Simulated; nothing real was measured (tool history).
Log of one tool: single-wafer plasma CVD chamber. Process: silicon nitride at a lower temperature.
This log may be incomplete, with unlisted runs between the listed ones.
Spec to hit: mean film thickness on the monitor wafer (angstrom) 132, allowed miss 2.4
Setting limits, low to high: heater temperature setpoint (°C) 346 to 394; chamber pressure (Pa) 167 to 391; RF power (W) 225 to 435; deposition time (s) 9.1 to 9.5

run,day,heater temperature setpoint (°C),chamber pressure (Pa),RF power (W),deposition time (s),mean film thickness on the monitor wafer (angstrom)
1,0,370,279,330,9.5,116.05
2,0.262,370,248,330,9.5,114.33
3,0.329,370,248,375,9.5,120.44
4,0.688,370,211,375,9.5,118.63
5,1.033,370,211,375,9.1,112.05
6,1.271,370,211,375,9.1,112.28
7,1.517,370,267,405,9.1,124.23
8,1.638,370,280,410,9.1,125.51
9,1.979,370,292,415,9.1,129.21
10,2.229,370,297,415,9.1,129.1
11,2.442,370,303,415,9.1,128.74

Pick the move, out of 5, that brings all results within their allowed miss; only one does.
A,2.654,374,299,375,9.3,?
B,2.654,364,283,435,9.1,?
C,2.654,371,313,390,9.2,?
D,2.654,372,288,390,9.1,?
E,2.654,378,331,365,9.1,?

move,mean film thickness on the monitor wafer (angstrom)
A,124.11
B,130.97
C,127.1
D,123.38
E,122.03
A: the biggest miss grows against the last run
B: hits every target within its allowed miss
C: the biggest miss grows against the last run
D: the biggest miss grows against the last run
E: the biggest miss grows against the last run
Answer: B
